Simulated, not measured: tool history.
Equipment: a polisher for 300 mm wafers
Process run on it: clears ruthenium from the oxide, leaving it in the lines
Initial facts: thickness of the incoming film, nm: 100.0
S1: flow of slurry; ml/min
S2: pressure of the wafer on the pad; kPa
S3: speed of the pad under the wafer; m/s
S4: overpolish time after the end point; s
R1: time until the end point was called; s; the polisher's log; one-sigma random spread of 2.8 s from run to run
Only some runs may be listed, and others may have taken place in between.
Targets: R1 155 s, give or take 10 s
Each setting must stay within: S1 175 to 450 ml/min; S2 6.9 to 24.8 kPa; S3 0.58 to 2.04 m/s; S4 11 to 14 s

run,hour,S1,S2,S3,S4,R1
1,0,290,15.9,1.3,14,60.447
2,1.9,290,15.9,1.62,14,47.811
3,7.4,285,13.1,1.4,14,65.658
4,10.1,280,11,1.22,14,82.542
5,13.9,280,11,1.22,11,84.474
6,20.6,280,14.5,1.22,11,68.181
7,27.2,280,12.4,1.06,11,87.592
8,33.6,280,11,0.96,11,107.69
9,38.5,280,10.3,0.92,11,115.81
10,40.8,280,9.7,0.88,11,124.24
11,43.8,280,9,0.86,11,132.23
12,50.7,280,8.3,0.84,11,144.09

Which single option among these 5 for the next run brings every result within its allowed miss of target? Just one does.
A,57.6,260,6.9,0.88,14,?
B,57.6,230,8.3,0.96,12,?
C,57.6,375,10.3,0.78,14,?
D,57.6,300,9,0.88,11,?
E,57.6,315,6.9,1.02,14,?

move,R1
A,159.27
B,132.58
C,135.65
D,134.59
E,136.5
A: all results in spec
B: its largest miss is bigger than the last run's
C: its largest miss is bigger than the last run's
D: its largest miss is bigger than the last run's
E: its largest miss is bigger than the last run's
Move A is the one to make.
